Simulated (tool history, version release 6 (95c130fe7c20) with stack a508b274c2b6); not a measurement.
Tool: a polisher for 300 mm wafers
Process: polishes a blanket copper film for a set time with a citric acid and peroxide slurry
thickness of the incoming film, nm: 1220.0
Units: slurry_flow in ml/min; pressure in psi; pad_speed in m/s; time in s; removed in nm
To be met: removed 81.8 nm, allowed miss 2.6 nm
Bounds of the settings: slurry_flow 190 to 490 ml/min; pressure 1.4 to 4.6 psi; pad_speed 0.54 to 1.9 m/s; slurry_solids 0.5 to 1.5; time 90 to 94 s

Run 1, hour 0: slurry_flow 315 ml/min, pressure 3 psi, pad_speed 1.22 m/s, slurry_solids 1, time 90 s. Result: removed 198.2 nm.
Run 2, hour 4.8: slurry_flow 315 ml/min, pressure 2.6 psi, pad_speed 1.12 m/s, slurry_solids 1, time 90 s. Result: removed 163.02 nm.
Run 3, hour 6.2: slurry_flow 315 ml/min, pressure 2.6 psi, pad_speed 1.24 m/s, slurry_solids 1, time 90 s. Result: removed 178.29 nm.
Run 4, hour 10.2: slurry_flow 315 ml/min, pressure 2.3 psi, pad_speed 1.12 m/s, slurry_solids 1, time 90 s. Result: removed 143.64 nm.
Run 5, hour 17.5: slurry_flow 390 ml/min, pressure 2.3 psi, pad_speed 1.12 m/s, slurry_solids 1, time 90 s. Result: removed 144.39 nm.
Run 6, hour 18.2: slurry_flow 390 ml/min, pressure 2.1 psi, pad_speed 1.04 m/s, slurry_solids 1, time 90 s. Result: removed 126.52 nm.
Run 7, hour 21.3: slurry_flow 390 ml/min, pressure 1.9 psi, pad_speed 0.98 m/s, slurry_solids 1, time 90 s. Result: removed 110.45 nm.
Run 8, hour 23.4: slurry_flow 390 ml/min, pressure 1.9 psi, pad_speed 0.98 m/s, slurry_solids 1, time 90 s. Result: removed 109.73 nm.

5 next moves are on the table. One of them brings every result within its allowed miss. Which?
Run A, hour 25.5: slurry_flow 345 ml/min, pressure 1.8 psi, pad_speed 0.7 m/s, slurry_solids 0.8, time 90 s. Result: removed ?.
Run B, hour 25.5: slurry_flow 335 ml/min, pressure 1.6 psi, pad_speed 0.68 m/s, slurry_solids 0.9, time 94 s. Result: removed ?.
Run C, hour 25.5: slurry_flow 450 ml/min, pressure 2.4 psi, pad_speed 1.18 m/s, slurry_solids 0.95, time 94 s. Result: removed ?.
Run D, hour 25.5: slurry_flow 490 ml/min, pressure 1.8 psi, pad_speed 0.58 m/s, slurry_solids 1.15, time 90 s. Result: removed ?.
Run E, hour 25.5: slurry_flow 355 ml/min, pressure 1.4 psi, pad_speed 0.96 m/s, slurry_solids 1.15, time 90 s. Result: removed ?.

move  removed
   A   75.193
   B   70.283
   C   166.59
   D   71.601
   E   82.399
A: takes the result that was furthest off past its target
B: takes the result that was furthest off past its target
C: further off than the last run
D: takes the result that was furthest off past its target
E: meets every target
Answer: E
